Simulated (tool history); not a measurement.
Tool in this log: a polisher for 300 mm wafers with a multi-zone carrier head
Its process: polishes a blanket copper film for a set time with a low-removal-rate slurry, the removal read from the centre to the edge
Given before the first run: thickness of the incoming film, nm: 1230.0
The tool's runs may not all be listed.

run,day,flow of slurry (ml/min),pressure of the head's centre zone,pressure of the head's middle zone,pressure of the head's edge zone,abrasive content of the slurry,polishing time (s),film removed at the wafer's centre (angstrom),film removed at mid-radius (angstrom),film removed at the wafer's edge (angstrom)
1,0,215,1,1,1,1,73,1209.5,1238.8,1268.5
2,0.321,215,1.01,0.99,0.99,0.95,71,1175.9,1176,1229.7
3,0.412,215,1.01,0.99,0.99,0.95,63,1036.3,1065.8,1074.8
4,0.679,170,1.01,0.99,0.99,0.95,63,980.13,1020.6,1053.9
5,0.979,170,1.01,0.99,0.99,0.95,71,1127.1,1146.9,1175.8
6,1.296,170,1.02,0.98,0.98,0.9,70,1130.3,1093.7,1149
7,1.412,170,1.02,0.98,0.97,0.85,69,1086.3,1091,1124.2

Expected results for the next run?
8,1.571,170,1.03,0.98,0.96,0.8,68,?,?,?

film removed at the wafer's centre (angstrom): 1082.3
film removed at mid-radius (angstrom): 1051
film removed at the wafer's edge (angstrom): 1083.1
